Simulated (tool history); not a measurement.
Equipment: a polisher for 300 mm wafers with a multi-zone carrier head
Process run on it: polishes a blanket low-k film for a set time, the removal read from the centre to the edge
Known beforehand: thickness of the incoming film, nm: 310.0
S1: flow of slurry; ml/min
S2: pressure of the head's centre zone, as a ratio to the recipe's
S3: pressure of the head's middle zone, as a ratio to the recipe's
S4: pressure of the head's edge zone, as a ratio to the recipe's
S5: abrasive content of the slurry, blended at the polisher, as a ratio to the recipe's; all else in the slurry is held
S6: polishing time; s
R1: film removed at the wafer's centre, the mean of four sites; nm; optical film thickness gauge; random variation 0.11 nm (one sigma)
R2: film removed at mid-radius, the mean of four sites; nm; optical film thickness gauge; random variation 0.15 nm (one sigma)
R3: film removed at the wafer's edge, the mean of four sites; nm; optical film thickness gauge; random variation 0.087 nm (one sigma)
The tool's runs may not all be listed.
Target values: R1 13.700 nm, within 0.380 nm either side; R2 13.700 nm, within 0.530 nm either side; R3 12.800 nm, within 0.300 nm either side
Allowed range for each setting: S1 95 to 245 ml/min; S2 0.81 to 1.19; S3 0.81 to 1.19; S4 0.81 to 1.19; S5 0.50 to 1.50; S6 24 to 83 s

| run | hour | S1 | S2 | S3 | S4 | S5 | S6 | R1 | R2 | R3 |
|---|---|---|---|---|---|---|---|---|---|---|
| 1 | 0.0 | 155 | 1.00 | 1.00 | 1.00 | 1.00 | 53 | 19.085 | 19.136 | 19.760 |
| 2 | 5.5 | 155 | 1.00 | 1.00 | 1.00 | 0.90 | 53 | 17.561 | 18.000 | 18.337 |
| 3 | 7.5 | 155 | 1.00 | 1.00 | 0.93 | 0.90 | 53 | 17.775 | 17.575 | 18.065 |
| 4 | 8.9 | 155 | 1.02 | 1.03 | 0.90 | 0.80 | 52 | 16.078 | 16.452 | 15.947 |
| 5 | 13.4 | 155 | 0.95 | 1.03 | 0.90 | 0.80 | 52 | 15.039 | 16.284 | 15.821 |
| 6 | 15.7 | 150 | 0.98 | 1.03 | 0.87 | 0.75 | 52 | 14.526 | 15.448 | 14.782 |
| 7 | 24.3 | 140 | 1.01 | 1.03 | 0.85 | 0.75 | 52 | 14.679 | 15.139 | 14.580 |
| 8 | 32.8 | 140 | 1.01 | 1.03 | 0.85 | 0.75 | 52 | 14.737 | 15.345 | 14.442 |
| 9 | 39.6 | 130 | 1.02 | 1.02 | 0.84 | 0.75 | 52 | 14.534 | 14.871 | 14.330 |
| 10 | 47.7 | 125 | 1.04 | 1.03 | 0.83 | 0.70 | 52 | 13.675 | 14.080 | 13.216 |
| 11 | 56.6 | 125 | 1.05 | 1.03 | 0.82 | 0.70 | 52 | 13.952 | 13.912 | 13.210 |
| 12 | 59.9 | 120 | 1.05 | 1.03 | 0.82 | 0.70 | 52 | 13.472 | 13.561 | 13.201 |
| 13 | 62.3 | 120 | 1.06 | 1.04 | 0.82 | 0.70 | 52 | 13.798 | 13.931 | 13.202 |
| 14 | 62.9 | 120 | 1.07 | 1.04 | 0.82 | 0.70 | 52 | 13.781 | 13.594 | 13.228 |
| 15 | 64.8 | 125 | 1.08 | 1.06 | 0.82 | 0.70 | 52 | 13.991 | 14.101 | 13.311 |
| 16 | 68.1 | 105 | 1.10 | 1.07 | 0.81 | 0.65 | 52 | 12.603 | 12.687 | 11.789 |
| 17 | 69.8 | 115 | 1.10 | 1.07 | 0.81 | 0.65 | 52 | 13.111 | 13.085 | 12.076 |

Which of these 5 next moves meets every target?
| A | 71.5 | 120 | 1.12 | 1.08 | 0.83 | 0.65 | 58 | ? | ? | ? |
| B | 71.5 | 160 | 1.19 | 1.19 | 0.81 | 0.55 | 58 | ? | ? | ? |
| C | 71.5 | 115 | 1.08 | 1.13 | 0.81 | 0.65 | 59 | ? | ? | ? |
| D | 71.5 | 145 | 1.10 | 1.09 | 0.90 | 0.60 | 56 | ? | ? | ? |
| E | 71.5 | 135 | 1.07 | 1.05 | 0.81 | 0.60 | 63 | ? | ? | ? |

| move | R1 | R2 | R3 |
|---|---|---|---|
| A | 14.813 | 14.674 | 13.606 |
| B | 13.761 | 13.881 | 11.515 |
| C | 14.382 | 15.334 | 13.617 |
| D | 13.530 | 13.648 | 12.695 |
| E | 14.565 | 14.632 | 13.675 |
A: moves the result that the last run missed by most past its target, out the other side
B: further off than the last run
C: moves the result that the last run missed by most past its target, out the other side
D: each result inside its tolerance
E: moves the result that the last run missed by most past its target, out the other side
The right move is D.

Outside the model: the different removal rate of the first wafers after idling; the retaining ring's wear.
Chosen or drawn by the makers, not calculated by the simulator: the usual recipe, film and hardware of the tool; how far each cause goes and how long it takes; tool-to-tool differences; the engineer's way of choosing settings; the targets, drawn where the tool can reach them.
